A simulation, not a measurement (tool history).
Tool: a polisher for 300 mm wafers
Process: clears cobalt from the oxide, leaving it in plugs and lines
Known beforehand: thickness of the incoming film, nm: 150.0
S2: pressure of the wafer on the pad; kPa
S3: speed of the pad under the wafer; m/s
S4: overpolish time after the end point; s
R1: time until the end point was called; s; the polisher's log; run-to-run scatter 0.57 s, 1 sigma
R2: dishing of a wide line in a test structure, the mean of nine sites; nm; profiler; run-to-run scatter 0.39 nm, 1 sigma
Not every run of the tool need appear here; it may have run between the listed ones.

Run 1, hour 0: flow of slurry (ml/min) 125, S2 15.9 kPa, S3 0.8 m/s, S4 21 s. Result: R1 38.161 s, R2 22.582 nm.
Run 2, hour 4.7: flow of slurry (ml/min) 140, S2 15.9 kPa, S3 0.8 m/s, S4 21 s. Result: R1 36.512 s, R2 22.599 nm.
Run 3, hour 12.3: flow of slurry (ml/min) 140, S2 14.5 kPa, S3 0.8 m/s, S4 21 s. Result: R1 38.985 s, R2 23.782 nm.
Run 4, hour 19.5: flow of slurry (ml/min) 125, S2 14.5 kPa, S3 0.78 m/s, S4 17 s. Result: R1 41.003 s, R2 21.967 nm.
Run 5, hour 28.1: flow of slurry (ml/min) 115, S2 13.8 kPa, S3 0.76 m/s, S4 14 s. Result: R1 43.984 s, R2 19.41 nm.
Run 6, hour 32.3: flow of slurry (ml/min) 110, S2 13.1 kPa, S3 0.76 m/s, S4 15 s. Result: R1 46.725 s, R2 20.931 nm.
Run 7, hour 38.3: flow of slurry (ml/min) 105, S2 13.1 kPa, S3 0.76 m/s, S4 14 s. Result: R1 46.227 s, R2 19.968 nm.
Run 8, hour 39.8: flow of slurry (ml/min) 100, S2 12.4 kPa, S3 0.76 m/s, S4 13 s. Result: R1 48.36 s, R2 19.403 nm.
Run 9, hour 48.7: flow of slurry (ml/min) 95, S2 11.7 kPa, S3 0.76 m/s, S4 13 s. Result: R1 49.752 s, R2 17.829 nm.

Estimate the outcome of run 10 from the log above:
Run 10, hour 53: flow of slurry (ml/min) 100, S2 11.7 kPa, S3 0.76 m/s, S4 14 s. Result: R1 ?, R2 ?.

Run 10 came out at R1 49.441 s, R2 19.333 nm.
